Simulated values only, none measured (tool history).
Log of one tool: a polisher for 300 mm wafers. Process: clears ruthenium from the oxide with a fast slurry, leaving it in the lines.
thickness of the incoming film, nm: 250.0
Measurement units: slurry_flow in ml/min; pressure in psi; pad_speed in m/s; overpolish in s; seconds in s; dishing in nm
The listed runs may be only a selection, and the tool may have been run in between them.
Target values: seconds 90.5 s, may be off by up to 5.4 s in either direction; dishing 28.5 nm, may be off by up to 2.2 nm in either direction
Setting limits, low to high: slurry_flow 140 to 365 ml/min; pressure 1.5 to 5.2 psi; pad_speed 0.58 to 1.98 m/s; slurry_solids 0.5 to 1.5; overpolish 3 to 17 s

run  hour  slurry_flow  pressure  pad_speed  slurry_solids  overpolish  seconds  dishing
  1     0          235       3.3       1.28              1           9    49.59   42.158
  2   0.5          235       4.1       1.28              1           9   40.755   50.711
  3   7.7          285       4.1       1.28              1           9   37.608   52.306
  4  11.4          285       4.1       1.28            0.8           9   43.875   46.457
     13.1  -- slurry blender recalibrated
  5  13.1          285       4.1       1.28            0.8          12   39.449   62.419
  6  19.1          285       4.1       1.28            0.6          12    47.21   56.873
  7  22.9          285       3.9       1.28            0.6          12   48.423    54.85
  8  29.8          285       3.7       1.28            0.6          12   51.216   52.343
  9  38.1          285       3.5       1.28            0.6          12   55.479    49.89
 10  39.7          285       3.3       1.28            0.6          12    56.01   45.683
 11  44.4          280       3.1       1.28            0.6          12   60.072   44.359
 12  47.2          280       2.9       1.28            0.6          12   65.157   42.286
 13    54          280       2.8       1.28            0.6          12   67.789   41.471
 14  58.1          280       2.7       1.28            0.6          12    69.77   39.738
 15  58.7          280       1.7       1.26            0.6          11   109.98   24.897
 16  63.7          280       1.8       1.26            0.6          11      106   24.174

Below are 4 possible settings for the next run. Only one of them brings all results inside the allowed miss of their targets. Which is it?
  A  68.7          295       1.6       1.18           0.55          12        ?        ?
  B  68.7          365       1.5        1.5            0.5          15        ?        ?
  C  68.7          250       1.9       1.16            0.5          15        ?        ?
  D  68.7          295       1.7       1.72            0.5          11        ?        ?

move  seconds  dishing
   A   134.45   22.571
   B   117.59   31.602
   C   124.83   29.887
   D   93.198    29.39
A: moves away from the targets compared with the last run
B: moves away from the targets compared with the last run
C: moves away from the targets compared with the last run
D: every result lands within tolerance
The right move is D.
